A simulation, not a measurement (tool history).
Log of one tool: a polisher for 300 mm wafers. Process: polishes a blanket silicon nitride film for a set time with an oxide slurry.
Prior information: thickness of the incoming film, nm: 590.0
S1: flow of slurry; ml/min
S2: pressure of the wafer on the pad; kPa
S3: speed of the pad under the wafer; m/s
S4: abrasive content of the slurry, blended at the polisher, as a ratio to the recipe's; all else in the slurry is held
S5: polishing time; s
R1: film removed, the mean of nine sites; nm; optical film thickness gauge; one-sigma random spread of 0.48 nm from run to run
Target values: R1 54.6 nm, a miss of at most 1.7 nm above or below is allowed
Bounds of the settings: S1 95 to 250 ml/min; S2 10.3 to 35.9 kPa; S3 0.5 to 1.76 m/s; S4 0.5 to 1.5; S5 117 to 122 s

| run | day | S1 | S2 | S3 | S4 | S5 | R1 |
|---|---|---|---|---|---|---|---|
| 1 | 0 | 160 | 22.8 | 1.12 | 1 | 117 | 78.319 |
| 2 | 0.062 | 160 | 22.8 | 1.12 | 1 | 117 | 77.558 |
| 3 | 0.1 | 160 | 20.7 | 1.12 | 1 | 117 | 71.229 |
| 4 | 0.438 | 160 | 20.7 | 1.12 | 1.1 | 117 | 74.772 |
| 5 | 0.596 | 155 | 18.6 | 1.12 | 1.1 | 117 | 66.494 |
| 6 | 0.871 | 155 | 20.7 | 1.12 | 1.1 | 117 | 74.203 |
| 7 | 1.083 | 155 | 20.7 | 1.12 | 1.1 | 117 | 74.336 |
| 8 | 1.379 | 135 | 13.8 | 1.1 | 1.1 | 117 | 48.484 |

Which one of the following 4 next-run settings gets every result inside its allowed miss? There is exactly one.
| A | 1.675 | 145 | 13.8 | 1.3 | 0.85 | 122 | ? |
| B | 1.675 | 105 | 13.8 | 1.24 | 1.1 | 122 | ? |
| C | 1.675 | 125 | 11.7 | 1.54 | 0.95 | 121 | ? |
| D | 1.675 | 140 | 14.5 | 1.16 | 1.1 | 120 | ? |

| move | R1 |
|---|---|
| A | 50.401 |
| B | 52.523 |
| C | 51.107 |
| D | 55.125 |
A: nearer than the last run, and not there yet
B: nearer than the last run, and not there yet
C: nearer than the last run, and not there yet
D: every result lands within tolerance
D meets every target.

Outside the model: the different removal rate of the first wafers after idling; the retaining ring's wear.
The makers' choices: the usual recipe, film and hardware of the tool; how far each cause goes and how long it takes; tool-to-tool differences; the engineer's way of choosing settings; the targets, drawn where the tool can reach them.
